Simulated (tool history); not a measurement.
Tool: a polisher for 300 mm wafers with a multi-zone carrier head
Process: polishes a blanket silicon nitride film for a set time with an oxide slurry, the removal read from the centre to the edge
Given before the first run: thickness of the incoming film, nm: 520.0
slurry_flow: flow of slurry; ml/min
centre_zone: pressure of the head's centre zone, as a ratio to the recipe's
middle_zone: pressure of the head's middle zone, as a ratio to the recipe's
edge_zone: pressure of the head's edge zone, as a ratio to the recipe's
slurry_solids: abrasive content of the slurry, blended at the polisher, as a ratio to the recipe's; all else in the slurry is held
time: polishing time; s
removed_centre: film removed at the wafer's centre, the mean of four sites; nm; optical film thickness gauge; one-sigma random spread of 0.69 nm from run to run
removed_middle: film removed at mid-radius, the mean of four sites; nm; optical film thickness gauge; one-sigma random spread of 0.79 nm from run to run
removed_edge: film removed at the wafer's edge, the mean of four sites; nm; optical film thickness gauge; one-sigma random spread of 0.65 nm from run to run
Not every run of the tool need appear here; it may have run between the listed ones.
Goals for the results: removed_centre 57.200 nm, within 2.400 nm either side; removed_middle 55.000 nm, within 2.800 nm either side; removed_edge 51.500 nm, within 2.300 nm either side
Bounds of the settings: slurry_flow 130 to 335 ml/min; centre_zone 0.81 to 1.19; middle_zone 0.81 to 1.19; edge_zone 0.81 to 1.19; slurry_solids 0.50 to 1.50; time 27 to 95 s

{"run": 1, "hour": 0.0, "slurry_flow": 215, "centre_zone": 1.0, "middle_zone": 1.0, "edge_zone": 1.0, "slurry_solids": 1.0, "time": 61, "removed_centre": 63.308, "removed_middle": 62.964, "removed_edge": 61.964}
{"run": 2, "hour": 1.5, "slurry_flow": 215, "centre_zone": 1.0, "middle_zone": 1.0, "edge_zone": 0.97, "slurry_solids": 0.95, "time": 61, "removed_centre": 62.43, "removed_middle": 61.962, "removed_edge": 60.308}
{"run": 3, "hour": 4.4, "slurry_flow": 215, "centre_zone": 1.0, "middle_zone": 0.93, "edge_zone": 0.97, "slurry_solids": 0.95, "time": 61, "removed_centre": 62.292, "removed_middle": 59.545, "removed_edge": 60.266}
{"run": 4, "hour": 12.8, "slurry_flow": 215, "centre_zone": 1.0, "middle_zone": 0.93, "edge_zone": 0.94, "slurry_solids": 0.95, "time": 61, "removed_centre": 62.834, "removed_middle": 59.101, "removed_edge": 58.815}
{"run": 5, "hour": 16.6, "slurry_flow": 210, "centre_zone": 0.99, "middle_zone": 0.93, "edge_zone": 0.91, "slurry_solids": 0.9, "time": 61, "removed_centre": 60.317, "removed_middle": 58.431, "removed_edge": 57.656}
{"run": 6, "hour": 25.5, "slurry_flow": 210, "centre_zone": 1.0, "middle_zone": 0.94, "edge_zone": 0.89, "slurry_solids": 0.85, "time": 61, "removed_centre": 57.734, "removed_middle": 56.615, "removed_edge": 54.888}
{"run": 7, "hour": 28.7, "slurry_flow": 210, "centre_zone": 1.01, "middle_zone": 0.94, "edge_zone": 0.87, "slurry_solids": 0.85, "time": 61, "removed_centre": 58.312, "removed_middle": 56.121, "removed_edge": 53.612}
{"run": 8, "hour": 35.4, "slurry_flow": 210, "centre_zone": 1.01, "middle_zone": 0.94, "edge_zone": 0.86, "slurry_solids": 0.85, "time": 61, "removed_centre": 58.922, "removed_middle": 55.682, "removed_edge": 53.758}

Consider the 5 candidate settings below. Which is the only one whose results all fall within their allowed miss of target?
{"run": "A", "hour": 42.1, "slurry_flow": 235, "centre_zone": 0.98, "middle_zone": 0.92, "edge_zone": 0.87, "slurry_solids": 0.65, "time": 74, "removed_centre": "?", "removed_middle": "?", "removed_edge": "?"}
{"run": "B", "hour": 42.1, "slurry_flow": 150, "centre_zone": 1.16, "middle_zone": 0.95, "edge_zone": 0.82, "slurry_solids": 1.05, "time": 55, "removed_centre": "?", "removed_middle": "?", "removed_edge": "?"}
{"run": "C", "hour": 42.1, "slurry_flow": 230, "centre_zone": 1.1, "middle_zone": 1.0, "edge_zone": 0.81, "slurry_solids": 0.95, "time": 56, "removed_centre": "?", "removed_middle": "?", "removed_edge": "?"}
{"run": "D", "hour": 42.1, "slurry_flow": 195, "centre_zone": 1.03, "middle_zone": 0.97, "edge_zone": 0.84, "slurry_solids": 1.1, "time": 53, "removed_centre": "?", "removed_middle": "?", "removed_edge": "?"}
{"run": "E", "hour": 42.1, "slurry_flow": 210, "centre_zone": 0.97, "middle_zone": 0.9, "edge_zone": 0.86, "slurry_solids": 0.65, "time": 74, "removed_centre": "?", "removed_middle": "?", "removed_edge": "?"}

move=A removed_centre=59.544 removed_middle=57.476 removed_edge=56.588
move=B removed_centre=62.061 removed_middle=52.905 removed_edge=50.790
move=C removed_centre=61.746 removed_middle=56.948 removed_edge=51.493
move=D removed_centre=57.530 removed_middle=55.269 removed_edge=52.039
move=E removed_centre=58.038 removed_middle=55.760 removed_edge=55.758
A: the biggest miss grows against the last run
B: meets the target for the result that was furthest off, but another lies outside its allowed miss
C: meets the target for the result that was furthest off, but another lies outside its allowed miss
D: each result inside its tolerance
E: the biggest miss grows against the last run
The right move is D.
